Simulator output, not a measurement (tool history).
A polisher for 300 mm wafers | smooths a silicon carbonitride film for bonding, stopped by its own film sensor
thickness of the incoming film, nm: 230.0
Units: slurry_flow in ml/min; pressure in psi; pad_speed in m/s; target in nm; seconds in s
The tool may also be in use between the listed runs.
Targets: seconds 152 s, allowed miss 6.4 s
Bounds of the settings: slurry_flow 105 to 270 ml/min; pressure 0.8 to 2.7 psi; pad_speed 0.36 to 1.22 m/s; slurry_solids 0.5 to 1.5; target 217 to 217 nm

{"run": 1, "day": 0.0, "slurry_flow": 175, "pressure": 1.7, "pad_speed": 0.78, "slurry_solids": 1, "target": 217, "seconds": 87.4}
{"run": 2, "day": 0.312, "slurry_flow": 175, "pressure": 1.7, "pad_speed": 0.78, "slurry_solids": 1.15, "target": 217, "seconds": 81.335}
{"run": 3, "day": 0.479, "slurry_flow": 205, "pressure": 1.7, "pad_speed": 0.78, "slurry_solids": 1.15, "target": 217, "seconds": 78.687}
{"run": 4, "day": 0.7, "slurry_flow": 245, "pressure": 1.7, "pad_speed": 0.78, "slurry_solids": 1.15, "target": 217, "seconds": 78.245}
{"run": 5, "day": 0.742, "slurry_flow": 245, "pressure": 1.4, "pad_speed": 0.74, "slurry_solids": 1.15, "target": 217, "seconds": 97.792}
{"run": 6, "day": 1.1, "slurry_flow": 245, "pressure": 1.4, "pad_speed": 0.74, "slurry_solids": 1.15, "target": 217, "seconds": 97.367}
{"run": 7, "day": 1.304, "slurry_flow": 245, "pressure": 1.2, "pad_speed": 0.72, "slurry_solids": 1.15, "target": 217, "seconds": 115.97}
{"run": 8, "day": 1.354, "slurry_flow": 245, "pressure": 1.1, "pad_speed": 0.72, "slurry_solids": 1.15, "target": 217, "seconds": 124.08}
{"run": 9, "day": 1.388, "slurry_flow": 245, "pressure": 1, "pad_speed": 0.72, "slurry_solids": 1.15, "target": 217, "seconds": 136.44}
{"run": 10, "day": 1.617, "slurry_flow": 240, "pressure": 1, "pad_speed": 0.72, "slurry_solids": 1.15, "target": 217, "seconds": 136.43}
{"run": 11, "day": 1.888, "slurry_flow": 235, "pressure": 1, "pad_speed": 0.72, "slurry_solids": 1.15, "target": 217, "seconds": 135.8}

4 next moves are on the table. One of them brings every result within its allowed miss. Which?
{"run": "A", "day": 2.158, "slurry_flow": 205, "pressure": 0.9, "pad_speed": 0.62, "slurry_solids": 1.15, "target": 217, "seconds": "?"}
{"run": "B", "day": 2.158, "slurry_flow": 215, "pressure": 0.9, "pad_speed": 0.66, "slurry_solids": 1, "target": 217, "seconds": "?"}
{"run": "C", "day": 2.158, "slurry_flow": 175, "pressure": 0.8, "pad_speed": 0.7, "slurry_solids": 1.25, "target": 217, "seconds": "?"}
{"run": "D", "day": 2.158, "slurry_flow": 240, "pressure": 0.9, "pad_speed": 0.68, "slurry_solids": 1.2, "target": 217, "seconds": "?"}

move=A seconds=168.2
move=B seconds=172.53
move=C seconds=170.98
move=D seconds=152.99
A: takes the result that was furthest off past its target
B: takes the result that was furthest off past its target
C: takes the result that was furthest off past its target
D: meets every target
The right move is D.
